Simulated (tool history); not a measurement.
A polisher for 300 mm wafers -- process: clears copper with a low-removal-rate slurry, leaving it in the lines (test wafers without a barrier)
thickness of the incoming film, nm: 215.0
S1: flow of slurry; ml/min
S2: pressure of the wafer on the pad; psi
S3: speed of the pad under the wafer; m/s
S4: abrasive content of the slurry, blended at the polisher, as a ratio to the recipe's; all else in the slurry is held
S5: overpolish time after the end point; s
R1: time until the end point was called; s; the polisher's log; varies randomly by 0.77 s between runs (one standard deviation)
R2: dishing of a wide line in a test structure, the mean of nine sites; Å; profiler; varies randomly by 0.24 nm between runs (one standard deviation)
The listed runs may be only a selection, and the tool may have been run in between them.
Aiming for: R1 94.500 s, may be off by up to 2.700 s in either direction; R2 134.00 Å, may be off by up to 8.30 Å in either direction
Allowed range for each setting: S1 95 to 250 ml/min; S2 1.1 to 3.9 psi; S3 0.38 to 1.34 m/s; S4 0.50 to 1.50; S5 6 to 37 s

run  hour   S1   S2    S3    S4  S5       R1      R2
  1   0.0  160  2.5  0.86  1.00  19  107.800  259.85
  2   3.6  165  2.5  0.86  1.00  17  107.980  231.41
  3   8.9  165  2.2  0.86  1.00  17  120.600  207.55
  4   9.7  180  2.2  0.88  1.00  15  116.600  194.21
  5  16.7  180  2.2  0.88  1.15  15  114.240  200.20
  6  23.6  180  2.2  0.88  1.15  18  114.100  230.95
  7  30.3  190  2.2  0.90  1.05  16  113.480  208.06
  8  35.5  200  2.3  0.92  0.95  14  109.930  190.91
  9  38.2  210  2.4  0.92  0.90  13  104.760  191.11
 10  46.0  175  2.5  0.98  1.15   6   90.798  106.78

5 candidate next runs follow, results not yet known. Just one meets every target within its allowed miss. Identify it.
  A  53.8  165  3.0  0.82  1.20   7   ?   ?
  B  53.8  170  2.6  0.98  1.15   7   ?   ?
  C  53.8  200  2.5  0.92  1.15   8   ?   ?
  D  53.8  165  2.3  1.10  1.30   8   ?   ?
  E  53.8  110  2.6  1.08  1.05   6   ?   ?

move      R1      R2
   A  89.786  122.66
   B  87.926  124.65
   C  94.859  131.29
   D  86.242  142.83
   E  88.474  107.43
A: nearer the targets than the last run, but a result is still out of spec
B: nearer the targets than the last run, but a result is still out of spec
C: all results land within tolerance of their targets
D: carries the result that was furthest off beyond its target, to the other side
E: about as far from the targets as the last run
Go with C: it meets all targets.
